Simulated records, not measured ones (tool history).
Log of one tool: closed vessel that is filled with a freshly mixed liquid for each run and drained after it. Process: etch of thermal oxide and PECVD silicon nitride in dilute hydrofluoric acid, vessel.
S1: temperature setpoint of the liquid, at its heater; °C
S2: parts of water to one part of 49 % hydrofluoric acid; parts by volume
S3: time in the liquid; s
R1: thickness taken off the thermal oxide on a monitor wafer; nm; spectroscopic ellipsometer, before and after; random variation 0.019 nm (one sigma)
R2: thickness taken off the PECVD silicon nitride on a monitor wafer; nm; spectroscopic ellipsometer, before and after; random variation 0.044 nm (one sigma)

run,hour,S1,S2,S3,R1,R2
1,0,24,125,280,10.209,8.928
2,7.5,24,140,280,8.9236,7.9486
3,16.6,24,145,285,8.7548,7.7926
4,25.3,24,150,285,8.424,7.5379
5,31.4,24,155,285,8.0964,7.2913
6,38.2,24,155,375,10.635,9.664
7,42.2,24,165,380,10.032,9.2333
8,48.8,24,165,380,10.033,9.1447
9,53.6,24,170,380,9.7139,8.9992

The next listed run, before its measurement:
10,62.9,24,175,380,?,?

R1: 9.3673 nm
R2: 8.6918 nm

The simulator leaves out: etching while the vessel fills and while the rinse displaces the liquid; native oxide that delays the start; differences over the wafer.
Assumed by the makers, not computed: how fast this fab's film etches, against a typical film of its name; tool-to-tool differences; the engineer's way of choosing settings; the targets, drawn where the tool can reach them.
